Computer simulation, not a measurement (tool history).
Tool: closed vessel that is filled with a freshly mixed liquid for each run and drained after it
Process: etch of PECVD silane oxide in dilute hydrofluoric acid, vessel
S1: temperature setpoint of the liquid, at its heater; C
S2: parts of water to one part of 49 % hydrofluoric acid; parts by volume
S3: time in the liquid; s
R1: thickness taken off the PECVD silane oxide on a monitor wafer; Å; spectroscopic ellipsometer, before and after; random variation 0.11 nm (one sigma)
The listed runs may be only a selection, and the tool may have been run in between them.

{"run": 1, "hour": 0.0, "S1": 25, "S2": 50, "S3": 35, "R1": 230.92}
{"run": 2, "hour": 4.1, "S1": 24, "S2": 50, "S3": 35, "R1": 223.05}
{"run": 3, "hour": 8.5, "S1": 24, "S2": 50, "S3": 35, "R1": 220.6}
{"run": 4, "hour": 10.1, "S1": 24, "S2": 50, "S3": 35, "R1": 220.78}
{"run": 5, "hour": 11.7, "S1": 22.5, "S2": 50, "S3": 35, "R1": 208.55}
{"run": 6, "hour": 18.9, "S1": 22.5, "S2": 40, "S3": 35, "R1": 265.18}
{"run": 7, "hour": 21.6, "S1": 21.5, "S2": 40, "S3": 35, "R1": 252.41}

Predict the results of run 8:
{"run": 8, "hour": 22.5, "S1": 21, "S2": 40, "S3": 35, "R1": "?"}

{"run 8": {"R1": 248.51}}

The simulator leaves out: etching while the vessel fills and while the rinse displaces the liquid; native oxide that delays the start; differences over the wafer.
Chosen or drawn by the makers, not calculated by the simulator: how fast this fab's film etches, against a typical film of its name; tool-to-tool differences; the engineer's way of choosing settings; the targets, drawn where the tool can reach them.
